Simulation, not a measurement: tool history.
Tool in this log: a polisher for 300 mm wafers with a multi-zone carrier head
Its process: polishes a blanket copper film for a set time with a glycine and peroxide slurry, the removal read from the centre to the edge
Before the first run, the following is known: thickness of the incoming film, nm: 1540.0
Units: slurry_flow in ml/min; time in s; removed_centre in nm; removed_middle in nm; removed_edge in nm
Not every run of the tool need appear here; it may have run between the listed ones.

| run | hour | slurry_flow | centre_zone | middle_zone | edge_zone | time | removed_centre | removed_middle | removed_edge |
|---|---|---|---|---|---|---|---|---|---|
| 1 | 0 | 155 | 1 | 1 | 1 | 43 | 305.94 | 306.97 | 301.72 |
| 2 | 6.6 | 155 | 0.93 | 1 | 1 | 43 | 287.91 | 310.33 | 305.79 |
| 3 | 13.8 | 155 | 1.01 | 1 | 1 | 43 | 312.94 | 294.7 | 306.59 |
| 4 | 18 | 160 | 1 | 1.01 | 1.01 | 43 | 309.99 | 301.06 | 297.57 |
| 5 | 24.7 | 160 | 1.08 | 1.01 | 1.01 | 43 | 334.47 | 304.24 | 303.34 |
| 6 | 27.1 | 155 | 1.06 | 1.02 | 1.02 | 43 | 328.27 | 304.44 | 306.09 |

The next listed run, before its measurement:
| 7 | 33.2 | 155 | 1.05 | 1.04 | 1.03 | 43 | ? | ? | ? |

{"run 7": {"removed_centre": 322.7, "removed_middle": 319.79, "removed_edge": 308.24}}
